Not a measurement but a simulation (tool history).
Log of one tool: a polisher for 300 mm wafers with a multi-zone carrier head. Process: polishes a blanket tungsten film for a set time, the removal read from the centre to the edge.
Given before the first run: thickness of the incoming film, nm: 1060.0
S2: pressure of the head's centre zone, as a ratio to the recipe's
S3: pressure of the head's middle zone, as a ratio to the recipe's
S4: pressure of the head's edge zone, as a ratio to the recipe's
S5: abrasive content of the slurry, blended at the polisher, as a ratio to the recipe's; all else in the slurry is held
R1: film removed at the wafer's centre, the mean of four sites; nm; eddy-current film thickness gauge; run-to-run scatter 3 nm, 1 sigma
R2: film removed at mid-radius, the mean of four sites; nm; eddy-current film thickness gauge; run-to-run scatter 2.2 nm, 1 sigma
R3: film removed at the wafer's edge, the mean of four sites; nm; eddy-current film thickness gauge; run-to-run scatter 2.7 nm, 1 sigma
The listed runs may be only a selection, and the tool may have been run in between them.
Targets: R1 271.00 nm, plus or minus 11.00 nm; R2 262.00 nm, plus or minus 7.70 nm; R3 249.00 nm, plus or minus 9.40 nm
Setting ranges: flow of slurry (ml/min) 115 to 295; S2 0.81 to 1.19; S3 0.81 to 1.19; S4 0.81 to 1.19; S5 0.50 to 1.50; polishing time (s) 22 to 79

run 1 day=0.000 | flow_of_slurry_(ml/min)=190 S2=1.00 S3=1.00 S4=1.00 S5=1.00 polishing_time_(s)=50 | R1=288.15 R2=279.71 R3=283.22
run 2 day=0.096 | flow_of_slurry_(ml/min)=190 S2=1.00 S3=1.00 S4=1.00 S5=1.00 polishing_time_(s)=60 | R1=341.63 R2=337.68 R3=340.78
run 3 day=0.254 | flow_of_slurry_(ml/min)=190 S2=1.00 S3=1.00 S4=0.97 S5=0.90 polishing_time_(s)=59 | R1=330.56 R2=323.32 R3=332.92
run 4 day=0.342 | flow_of_slurry_(ml/min)=190 S2=1.00 S3=1.08 S4=0.97 S5=0.90 polishing_time_(s)=59 | R1=325.29 R2=348.92 R3=323.06
run 5 day=0.429 | flow_of_slurry_(ml/min)=190 S2=1.00 S3=1.08 S4=0.97 S5=0.70 polishing_time_(s)=59 | R1=307.37 R2=319.17 R3=297.84
run 6 day=0.658 | flow_of_slurry_(ml/min)=185 S2=1.00 S3=1.08 S4=0.96 S5=0.65 polishing_time_(s)=58 | R1=299.96 R2=306.61 R3=290.72
run 7 day=1.021 | flow_of_slurry_(ml/min)=185 S2=1.01 S3=1.08 S4=0.95 S5=0.60 polishing_time_(s)=57 | R1=292.98 R2=293.55 R3=276.00
run 8 day=1.254 | flow_of_slurry_(ml/min)=180 S2=1.01 S3=1.08 S4=0.94 S5=0.60 polishing_time_(s)=57 | R1=290.79 R2=295.31 R3=275.75
run 9 day=1.379 | flow_of_slurry_(ml/min)=180 S2=1.01 S3=1.07 S4=0.93 S5=0.60 polishing_time_(s)=56 | R1=285.25 R2=288.51 R3=270.51

Which one of the following 4 next-run settings gets every result inside its allowed miss? There is exactly one.
run A day=1.504 | flow_of_slurry_(ml/min)=130 S2=1.06 S3=1.08 S4=0.88 S5=0.65 polishing_time_(s)=62 | R1=? R2=? R3=?
run B day=1.504 | flow_of_slurry_(ml/min)=180 S2=0.98 S3=0.94 S4=0.93 S5=0.50 polishing_time_(s)=64 | R1=? R2=? R3=?
run C day=1.504 | flow_of_slurry_(ml/min)=245 S2=1.00 S3=1.00 S4=0.87 S5=0.55 polishing_time_(s)=53 | R1=? R2=? R3=?
run D day=1.504 | flow_of_slurry_(ml/min)=150 S2=0.85 S3=1.11 S4=0.91 S5=0.60 polishing_time_(s)=63 | R1=? R2=? R3=?

move=A R1=316.30 R2=309.67 R3=286.66
move=B R1=302.18 R2=287.64 R3=296.70
move=C R1=275.28 R2=266.80 R3=252.39
move=D R1=260.93 R2=324.54 R3=295.88
A: misses by more than the last run did
B: misses by more than the last run did
C: all results land within tolerance of their targets
D: misses by more than the last run did
Go with C: it meets all targets.

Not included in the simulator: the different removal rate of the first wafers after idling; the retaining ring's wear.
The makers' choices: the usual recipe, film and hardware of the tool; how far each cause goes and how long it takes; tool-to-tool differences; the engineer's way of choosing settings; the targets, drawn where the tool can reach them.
